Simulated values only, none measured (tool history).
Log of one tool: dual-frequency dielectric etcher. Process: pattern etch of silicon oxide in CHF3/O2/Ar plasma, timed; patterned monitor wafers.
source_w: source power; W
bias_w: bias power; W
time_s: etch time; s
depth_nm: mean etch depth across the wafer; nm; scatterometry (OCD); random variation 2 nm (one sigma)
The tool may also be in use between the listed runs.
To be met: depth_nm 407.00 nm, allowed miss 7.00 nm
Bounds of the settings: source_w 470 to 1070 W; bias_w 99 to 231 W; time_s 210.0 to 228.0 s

Run 1, day 0.000: source_w 770 W, bias_w 165 W, time_s 228.0 s. Result: depth_nm 521.90 nm.
Run 2, day 0.050: source_w 720 W, bias_w 155 W, time_s 226.5 s. Result: depth_nm 484.73 nm.
Run 3, day 0.258: source_w 720 W, bias_w 155 W, time_s 210.0 s. Result: depth_nm 450.78 nm.
Run 4, day 0.579: source_w 720 W, bias_w 155 W, time_s 210.0 s. Result: depth_nm 455.45 nm.
Run 5, day 0.800: source_w 690 W, bias_w 154 W, time_s 210.0 s. Result: depth_nm 437.65 nm.
Run 6, day 1.000: source_w 680 W, bias_w 154 W, time_s 210.0 s. Result: depth_nm 434.84 nm.
Run 7, day 1.233: source_w 670 W, bias_w 154 W, time_s 210.0 s. Result: depth_nm 431.41 nm.
Run 8, day 1.275: source_w 550 W, bias_w 150 W, time_s 210.0 s. Result: depth_nm 382.48 nm.

4 next moves are on the table. One of them brings every result within its allowed miss. Which?
Run A, day 1.317: source_w 550 W, bias_w 166 W, time_s 215.5 s. Result: depth_nm ?.
Run B, day 1.317: source_w 610 W, bias_w 148 W, time_s 219.0 s. Result: depth_nm ?.
Run C, day 1.317: source_w 540 W, bias_w 156 W, time_s 216.5 s. Result: depth_nm ?.
Run D, day 1.317: source_w 560 W, bias_w 151 W, time_s 214.5 s. Result: depth_nm ?.

move  depth_nm
   A    406.47
   B    420.09
   C    394.01
   D    394.11
A: meets every target
B: takes the result that was furthest off past its target
C: nearer than the last run, and not there yet
D: nearer than the last run, and not there yet
Answer: A
